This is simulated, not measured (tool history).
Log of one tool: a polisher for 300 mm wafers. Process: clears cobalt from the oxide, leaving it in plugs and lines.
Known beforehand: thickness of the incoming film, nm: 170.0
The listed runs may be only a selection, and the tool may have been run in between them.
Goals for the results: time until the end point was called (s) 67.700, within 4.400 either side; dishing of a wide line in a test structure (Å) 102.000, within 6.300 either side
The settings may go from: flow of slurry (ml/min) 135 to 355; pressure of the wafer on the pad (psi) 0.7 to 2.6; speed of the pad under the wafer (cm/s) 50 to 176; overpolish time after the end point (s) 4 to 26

run  hour  flow of slurry (ml/min)  pressure of the wafer on the pad (psi)  speed of the pad under the wafer (cm/s)  overpolish time after the end point (s)  time until the end point was called (s)  dishing of a wide line in a test structure (Å)
  1   0.0                      225                                     1.6                                      112                                       13                                   42.719                                         405.040
  2   7.6                      225                                     1.9                                      112                                       13                                   37.106                                         448.470
  3  13.0                      220                                     1.6                                       98                                       10                                   47.362                                         297.610
  4  19.3                      190                                     1.5                                       82                                        8                                   62.548                                         202.570
  5  25.4                      170                                     1.6                                       72                                        7                                   65.559                                         171.750
  6  33.8                      170                                     1.2                                       72                                        7                                   85.849                                         136.630
  7  41.9                      180                                     0.7                                      104                                        4                                  106.810                                          65.791
  8  49.6                      190                                     0.8                                      110                                        4                                   89.584                                          81.103
  9  51.3                      200                                     0.8                                      118                                        4                                   83.316                                          86.342
 10  54.6                      200                                     0.8                                      124                                        4                                   78.111                                          88.660
 11  63.6                      205                                     0.8                                      126                                        4                                   76.502                                          87.888
 12  71.8                      205                                     1.0                                      128                                        5                                   60.807                                         131.500

Next run, 4 choices. One meets every target within its allowed miss, the rest don't. Which?
  A  80.0                      140                                     1.0                                      124                                        4                                        ?                                               ?
  B  80.0                      225                                     0.9                                      146                                        4                                        ?                                               ?
  C  80.0                      205                                     0.9                                      152                                        4                                        ?                                               ?
  D  80.0                      260                                     0.7                                      136                                        4                                        ?                                               ?

move  time until the end point was called (s)  dishing of a wide line in a test structure (Å)
   A                                   67.040                                         102.580
   B                                   59.418                                         114.800
   C                                   57.935                                         117.520
   D                                   79.026                                          87.896
A: meets every target
B: nearer the targets than the last run, but a result is still out of spec
C: nearer the targets than the last run, but a result is still out of spec
D: takes the result that was furthest off past its target
Correct choice: A, which meets every target
